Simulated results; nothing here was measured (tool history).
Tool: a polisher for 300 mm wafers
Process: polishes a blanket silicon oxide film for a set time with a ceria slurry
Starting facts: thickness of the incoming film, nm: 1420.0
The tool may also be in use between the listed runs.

run	hour	flow of slurry (ml/min)	pressure of the wafer on the pad (psi)	speed of the pad under the wafer (m/s)	polishing time (s)	film removed (angstrom)
1	0	250	3.5	1.08	44	2049.4
2	6.5	250	3.1	1.08	44	1829.6
3	10	245	2.9	1.08	44	1777.7
4	16.9	280	2.9	1.08	44	1818.2
5	19.8	265	2.7	1.08	44	1705.1
6	23	265	2.7	0.88	44	1422.7
7	29.3	255	2.7	0.88	44	1387.7
# hour 34.5: head pressure recalibrated
8	34.5	250	2.7	0.88	44	1486
9	43.1	250	2.7	0.88	44	1497.7
10	44.1	255	2.6	0.88	44	1477.2

Estimate the outcome of run 11 from the log above:
11	49.7	255	2.5	0.88	44	?

For run 11 the tool returned film removed (angstrom) 1433.7.

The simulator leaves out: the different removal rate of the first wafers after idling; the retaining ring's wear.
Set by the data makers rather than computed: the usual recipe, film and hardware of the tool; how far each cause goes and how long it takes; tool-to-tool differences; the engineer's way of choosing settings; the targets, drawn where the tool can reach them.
